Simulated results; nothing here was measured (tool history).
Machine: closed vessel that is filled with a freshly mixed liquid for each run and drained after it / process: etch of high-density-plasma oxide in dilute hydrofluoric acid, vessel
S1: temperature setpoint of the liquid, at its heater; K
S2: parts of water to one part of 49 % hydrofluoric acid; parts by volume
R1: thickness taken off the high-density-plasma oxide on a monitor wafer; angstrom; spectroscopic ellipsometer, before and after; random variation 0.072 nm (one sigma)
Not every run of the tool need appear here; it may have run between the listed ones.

Run 1, hour 0: S1 295.15 K, S2 290 parts by volume, time in the liquid (s) 1345. Result: R1 234.34 angstrom.
Run 2, hour 2.3: S1 293.65 K, S2 340 parts by volume, time in the liquid (s) 1345. Result: R1 182.72 angstrom.
Run 3, hour 11.1: S1 293.65 K, S2 235 parts by volume, time in the liquid (s) 1345. Result: R1 293.16 angstrom.
Run 4, hour 18.4: S1 293.65 K, S2 170 parts by volume, time in the liquid (s) 1345. Result: R1 424.33 angstrom.
Run 5, hour 21.2: S1 292.65 K, S2 260 parts by volume, time in the liquid (s) 1345. Result: R1 246.59 angstrom.
Run 6, hour 29.6: S1 290.15 K, S2 260 parts by volume, time in the liquid (s) 1345. Result: R1 224.75 angstrom.
Run 7, hour 37.1: S1 290.15 K, S2 315 parts by volume, time in the liquid (s) 1345. Result: R1 175.56 angstrom.

Estimate the outcome of run 8 from the log above:
Run 8, hour 44.9: S1 290.15 K, S2 355 parts by volume, time in the liquid (s) 1345. Result: R1 ?.

{"run 8": {"R1": 153.47}}

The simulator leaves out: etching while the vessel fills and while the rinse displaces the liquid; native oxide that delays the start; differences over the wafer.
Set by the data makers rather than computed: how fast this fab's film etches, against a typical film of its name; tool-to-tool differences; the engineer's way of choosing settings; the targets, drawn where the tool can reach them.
